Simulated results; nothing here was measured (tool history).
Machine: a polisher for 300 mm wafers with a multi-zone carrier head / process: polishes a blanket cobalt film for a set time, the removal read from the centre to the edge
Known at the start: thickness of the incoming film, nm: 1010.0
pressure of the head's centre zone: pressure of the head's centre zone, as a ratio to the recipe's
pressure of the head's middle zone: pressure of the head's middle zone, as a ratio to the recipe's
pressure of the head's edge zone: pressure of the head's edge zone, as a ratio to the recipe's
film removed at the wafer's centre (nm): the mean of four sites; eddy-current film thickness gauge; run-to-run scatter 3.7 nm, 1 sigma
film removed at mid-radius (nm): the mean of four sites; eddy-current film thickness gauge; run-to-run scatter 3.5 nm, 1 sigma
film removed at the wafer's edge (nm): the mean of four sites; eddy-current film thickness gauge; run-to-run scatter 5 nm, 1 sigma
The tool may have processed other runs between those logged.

| run | day | flow of slurry (ml/min) | pressure of the head's centre zone | pressure of the head's middle zone | pressure of the head's edge zone | polishing time (s) | film removed at the wafer's centre (nm) | film removed at mid-radius (nm) | film removed at the wafer's edge (nm) |
|---|---|---|---|---|---|---|---|---|---|
| 1 | 0 | 300 | 1 | 1 | 1 | 70 | 333.33 | 349.22 | 352.13 |
| 2 | 0.075 | 305 | 0.99 | 1.02 | 1.03 | 73 | 350.79 | 374.54 | 364.13 |
| 3 | 0.321 | 305 | 0.99 | 1.02 | 1.03 | 79 | 378.21 | 402.56 | 402.12 |
| 4 | 0.575 | 305 | 1.04 | 1.02 | 1.03 | 79 | 392.49 | 404.7 | 402.69 |
| 5 | 0.658 | 305 | 1.04 | 1.1 | 1.03 | 79 | 398.24 | 438.48 | 399.16 |
| 6 | 0.725 | 345 | 1.04 | 1.1 | 1.03 | 79 | 406.02 | 436.87 | 408.27 |
| 7 | 0.896 | 355 | 1.01 | 1.1 | 1.06 | 80 | 387.54 | 444.33 | 411.22 |
| 8 | 1.2 | 315 | 0.96 | 1.05 | 1.16 | 89 | 409.48 | 470.04 | 460.51 |
| 9 | 1.4 | 315 | 0.95 | 1.05 | 1.16 | 89 | 401.42 | 470.07 | 466.69 |
| 10 | 1.538 | 315 | 0.95 | 1.05 | 1.16 | 89 | 409.29 | 477.68 | 462.37 |
| 11 | 1.592 | 315 | 0.94 | 1.04 | 1.16 | 89 | 409.76 | 466.06 | 474.44 |

Run 12 is up next; what results do you expect?
| 12 | 1.688 | 310 | 0.93 | 1.05 | 1.16 | 89 | ? | ? | ? |

film removed at the wafer's centre (nm): 392.91
film removed at mid-radius (nm): 467.26
film removed at the wafer's edge (nm): 463.55
